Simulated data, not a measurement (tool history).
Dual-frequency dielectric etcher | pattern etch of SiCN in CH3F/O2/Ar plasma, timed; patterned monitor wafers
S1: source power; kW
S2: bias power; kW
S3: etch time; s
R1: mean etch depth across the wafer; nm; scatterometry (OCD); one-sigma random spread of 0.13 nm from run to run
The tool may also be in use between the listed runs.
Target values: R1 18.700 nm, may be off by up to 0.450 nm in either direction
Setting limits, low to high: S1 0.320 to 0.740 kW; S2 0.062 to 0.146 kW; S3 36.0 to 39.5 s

run	hour	S1	S2	S3	R1
1	0.0	0.530	0.104	39.5	21.355
2	5.3	0.610	0.104	39.5	22.952
3	6.7	0.610	0.104	36.0	20.868
4	10.5	0.670	0.104	36.0	22.065
5	13.1	0.670	0.096	36.0	21.526
6	14.8	0.670	0.082	36.0	20.308
7	18.5	0.660	0.081	36.0	20.363
8	26.8	0.650	0.080	36.0	20.067
9	30.7	0.640	0.079	36.0	19.806
10	31.9	0.630	0.078	36.0	19.535
11	34.5	0.620	0.078	36.0	19.200

Exercise: of the 4 proposed moves below, exactly one satisfies all targets within the stated allowed misses. Which move is it?
A	37.1	0.630	0.072	37.5	?
B	37.1	0.600	0.070	39.0	?
C	37.1	0.470	0.088	39.5	?
D	37.1	0.610	0.079	37.5	?

move	R1
A	19.776
B	19.827
C	18.734
D	20.029
A: its largest miss is bigger than the last run's
B: its largest miss is bigger than the last run's
C: every result lands within tolerance
D: its largest miss is bigger than the last run's
The move that meets every target is C.

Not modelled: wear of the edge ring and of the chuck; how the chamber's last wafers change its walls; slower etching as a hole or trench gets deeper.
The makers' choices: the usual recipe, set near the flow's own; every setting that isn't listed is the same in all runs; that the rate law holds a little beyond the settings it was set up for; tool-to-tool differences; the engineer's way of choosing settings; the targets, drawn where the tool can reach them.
